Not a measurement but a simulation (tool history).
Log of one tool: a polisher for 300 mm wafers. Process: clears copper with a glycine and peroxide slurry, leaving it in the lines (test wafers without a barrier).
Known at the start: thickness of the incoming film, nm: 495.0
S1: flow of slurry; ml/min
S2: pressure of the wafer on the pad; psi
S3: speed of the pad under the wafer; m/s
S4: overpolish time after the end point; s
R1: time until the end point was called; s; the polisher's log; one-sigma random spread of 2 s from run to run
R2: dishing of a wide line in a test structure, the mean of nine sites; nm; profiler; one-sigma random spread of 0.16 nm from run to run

Run 1, day 0: S1 275 ml/min, S2 2.4 psi, S3 0.76 m/s, S4 11 s. Result: R1 118.45 s, R2 29.356 nm.
Run 2, day 0.171: S1 300 ml/min, S2 2.4 psi, S3 0.76 m/s, S4 11 s. Result: R1 120.26 s, R2 29.527 nm.
Run 3, day 0.329: S1 300 ml/min, S2 2.4 psi, S3 0.84 m/s, S4 11 s. Result: R1 111.69 s, R2 31.895 nm.
Run 4, day 0.696: S1 255 ml/min, S2 2.7 psi, S3 0.7 m/s, S4 8 s. Result: R1 118.41 s, R2 22.559 nm.
Run 5, day 0.792: S1 255 ml/min, S2 2.7 psi, S3 0.7 m/s, S4 3 s. Result: R1 119.54 s, R2 8.7033 nm.
Run 6, day 1.017: S1 255 ml/min, S2 2.7 psi, S3 0.7 m/s, S4 3 s. Result: R1 117.59 s, R2 8.886 nm.
Run 7, day 1.108: S1 255 ml/min, S2 2.7 psi, S3 0.7 m/s, S4 3 s. Result: R1 116.86 s, R2 8.8457 nm.

Predict the results of run 8:
Run 8, day 1.162: S1 250 ml/min, S2 2.9 psi, S3 0.68 m/s, S4 3 s. Result: R1 ?, R2 ?.

R1: 111.48 s
R2: 9.0741 nm

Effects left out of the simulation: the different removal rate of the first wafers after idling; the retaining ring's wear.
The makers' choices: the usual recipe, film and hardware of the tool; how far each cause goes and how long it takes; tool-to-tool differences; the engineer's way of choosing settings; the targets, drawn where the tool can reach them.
